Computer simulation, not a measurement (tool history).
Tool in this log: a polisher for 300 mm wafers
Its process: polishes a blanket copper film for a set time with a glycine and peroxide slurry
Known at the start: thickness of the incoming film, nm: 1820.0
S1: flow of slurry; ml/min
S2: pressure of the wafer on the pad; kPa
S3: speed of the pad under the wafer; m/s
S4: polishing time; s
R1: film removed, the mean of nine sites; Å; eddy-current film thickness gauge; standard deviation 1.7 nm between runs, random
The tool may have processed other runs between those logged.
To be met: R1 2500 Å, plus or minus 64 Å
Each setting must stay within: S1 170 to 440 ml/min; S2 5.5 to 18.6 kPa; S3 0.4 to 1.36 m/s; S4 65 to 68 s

| run | hour | S1 | S2 | S3 | S4 | R1 |
|---|---|---|---|---|---|---|
| 1 | 0 | 280 | 11.7 | 0.88 | 65 | 2179.7 |
| 2 | 6.4 | 285 | 12.4 | 0.88 | 65 | 2240.2 |
| 3 | 12.7 | 285 | 10.3 | 0.88 | 65 | 2057.2 |
| 4 | 17.7 | 290 | 11.7 | 0.88 | 65 | 2208.2 |
| 5 | 26.1 | 350 | 11.7 | 0.88 | 65 | 2210 |
| 6 | 31.5 | 350 | 11.7 | 0.88 | 68 | 2318.3 |
| 7 | 32.2 | 350 | 11.7 | 0.88 | 68 | 2334.4 |
| 8 | 33.3 | 350 | 12.4 | 0.88 | 68 | 2418.8 |

Pick the move, out of 4, that brings all results within their allowed miss; only one does.
| A | 34.4 | 290 | 14.5 | 0.78 | 67 | ? |
| B | 34.4 | 335 | 11.7 | 0.92 | 65 | ? |
| C | 34.4 | 315 | 12.4 | 0.98 | 67 | ? |
| D | 34.4 | 385 | 12.4 | 0.88 | 65 | ? |

| move | R1 |
|---|---|
| A | 2356.3 |
| B | 2288.3 |
| C | 2529.9 |
| D | 2317.1 |
A: its largest miss is bigger than the last run's
B: its largest miss is bigger than the last run's
C: all results in spec
D: its largest miss is bigger than the last run's
Answer: C
